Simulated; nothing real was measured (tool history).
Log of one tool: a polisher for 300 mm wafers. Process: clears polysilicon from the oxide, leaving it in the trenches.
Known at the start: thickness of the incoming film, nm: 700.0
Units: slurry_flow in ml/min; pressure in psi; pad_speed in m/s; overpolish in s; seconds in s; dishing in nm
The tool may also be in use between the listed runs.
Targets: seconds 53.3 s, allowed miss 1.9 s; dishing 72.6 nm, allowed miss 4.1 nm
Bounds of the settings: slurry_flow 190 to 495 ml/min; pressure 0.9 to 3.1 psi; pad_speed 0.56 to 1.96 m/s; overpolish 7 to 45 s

run	hour	slurry_flow	pressure	pad_speed	overpolish	seconds	dishing
1	0	320	2	1.26	23	69.605	69.538
2	8.1	320	2	1.26	14	69.119	62.688
3	16.5	320	2	1.02	14	85.771	59.567
4	23.3	320	2.1	1.02	16	80.579	62.962
5	25.2	320	2.1	1.02	24	83.178	70.476
6	27.7	320	2.1	1.02	29	84.401	72.624
7	30.3	320	2.7	1.04	18	63.749	68.29
8	35.4	320	2.8	1.04	18	61.201	69.378
9	42.1	320	3	1.06	19	56.957	70.606

4 next moves are on the table. One of them brings every result within its allowed miss. Which?
A	48.8	260	3.1	1.04	44	?	?
B	48.8	305	3.1	0.98	14	?	?
C	48.8	345	3.1	1.08	22	?	?
D	48.8	275	3	0.96	23	?	?

move	seconds	dishing
A	56.817	72.373
B	59.555	65.519
C	53.825	71.193
D	63.088	70.52
A: as far off as the last run
B: further off than the last run
C: meets every target
D: further off than the last run
The right move is C.
